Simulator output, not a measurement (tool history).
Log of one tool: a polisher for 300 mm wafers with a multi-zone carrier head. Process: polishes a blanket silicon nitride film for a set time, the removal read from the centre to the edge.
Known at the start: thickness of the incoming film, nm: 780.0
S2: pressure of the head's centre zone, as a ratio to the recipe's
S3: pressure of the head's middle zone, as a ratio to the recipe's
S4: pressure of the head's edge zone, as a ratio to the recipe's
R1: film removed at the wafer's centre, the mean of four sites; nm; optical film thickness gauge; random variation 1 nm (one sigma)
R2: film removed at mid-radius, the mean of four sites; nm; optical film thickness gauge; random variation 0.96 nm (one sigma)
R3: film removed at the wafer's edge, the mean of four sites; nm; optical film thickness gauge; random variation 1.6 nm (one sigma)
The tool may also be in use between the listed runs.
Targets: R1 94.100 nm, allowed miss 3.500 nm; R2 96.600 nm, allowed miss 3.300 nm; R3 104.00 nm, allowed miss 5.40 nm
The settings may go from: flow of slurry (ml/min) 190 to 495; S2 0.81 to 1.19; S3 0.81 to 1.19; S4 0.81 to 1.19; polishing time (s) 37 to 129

run 1 hour=0.0 | flow_of_slurry_(ml/min)=320 S2=1.00 S3=1.00 S4=1.00 polishing_time_(s)=83 | R1=195.830 R2=186.570 R3=185.24
run 2 hour=3.6 | flow_of_slurry_(ml/min)=315 S2=0.97 S3=0.98 S4=0.99 polishing_time_(s)=75 | R1=168.670 R2=165.670 R3=167.21
run 3 hour=4.3 | flow_of_slurry_(ml/min)=315 S2=1.04 S3=0.98 S4=0.99 polishing_time_(s)=75 | R1=179.280 R2=164.670 R3=168.48
run 4 hour=8.2 | flow_of_slurry_(ml/min)=310 S2=1.01 S3=0.96 S4=0.97 polishing_time_(s)=69 | R1=159.800 R2=149.710 R3=151.29
run 5 hour=10.0 | flow_of_slurry_(ml/min)=310 S2=1.06 S3=0.96 S4=0.97 polishing_time_(s)=69 | R1=167.380 R2=147.840 R3=153.41
run 6 hour=14.1 | flow_of_slurry_(ml/min)=365 S2=1.06 S3=0.96 S4=0.97 polishing_time_(s)=69 | R1=172.110 R2=153.240 R3=155.36
run 7 hour=22.3 | flow_of_slurry_(ml/min)=350 S2=1.02 S3=0.94 S4=0.96 polishing_time_(s)=65 | R1=154.960 R2=137.110 R3=146.19
run 8 hour=24.7 | flow_of_slurry_(ml/min)=340 S2=0.98 S3=0.94 S4=0.94 polishing_time_(s)=62 | R1=142.160 R2=134.860 R3=133.99
run 9 hour=27.1 | flow_of_slurry_(ml/min)=330 S2=0.95 S3=0.92 S4=0.94 polishing_time_(s)=59 | R1=129.890 R2=124.280 R3=125.50
-- hour=35.9 centre zone pressure recalibrated
run 10 hour=35.9 | flow_of_slurry_(ml/min)=320 S2=0.93 S3=0.90 S4=0.95 polishing_time_(s)=57 | R1=117.330 R2=116.550 R3=119.90
run 11 hour=36.7 | flow_of_slurry_(ml/min)=315 S2=0.92 S3=0.88 S4=0.95 polishing_time_(s)=56 | R1=112.260 R2=112.050 R3=120.98

Which of these 5 next moves meets every target?
run A hour=37.5 | flow_of_slurry_(ml/min)=325 S2=0.98 S3=0.81 S4=0.99 polishing_time_(s)=71 | R1=? R2=? R3=?
run B hour=37.5 | flow_of_slurry_(ml/min)=405 S2=0.92 S3=0.93 S4=1.04 polishing_time_(s)=45 | R1=? R2=? R3=?
run C hour=37.5 | flow_of_slurry_(ml/min)=235 S2=0.94 S3=1.04 S4=0.94 polishing_time_(s)=48 | R1=? R2=? R3=?
run D hour=37.5 | flow_of_slurry_(ml/min)=325 S2=1.05 S3=0.85 S4=0.91 polishing_time_(s)=46 | R1=? R2=? R3=?
run E hour=37.5 | flow_of_slurry_(ml/min)=460 S2=1.18 S3=0.87 S4=0.89 polishing_time_(s)=59 | R1=? R2=? R3=?

move=A R1=153.900 R2=132.800 R3=161.62
move=B R1=94.829 R2=96.021 R3=106.34
move=C R1=96.510 R2=105.980 R3=103.14
move=D R1=105.440 R2=89.429 R3=100.59
move=E R1=153.570 R2=120.200 R3=130.54
A: further off than the last run
B: meets every target
C: brings the result that was furthest off to its target, and leaves another outside
D: nearer than the last run, and not there yet
E: further off than the last run
Answer: B

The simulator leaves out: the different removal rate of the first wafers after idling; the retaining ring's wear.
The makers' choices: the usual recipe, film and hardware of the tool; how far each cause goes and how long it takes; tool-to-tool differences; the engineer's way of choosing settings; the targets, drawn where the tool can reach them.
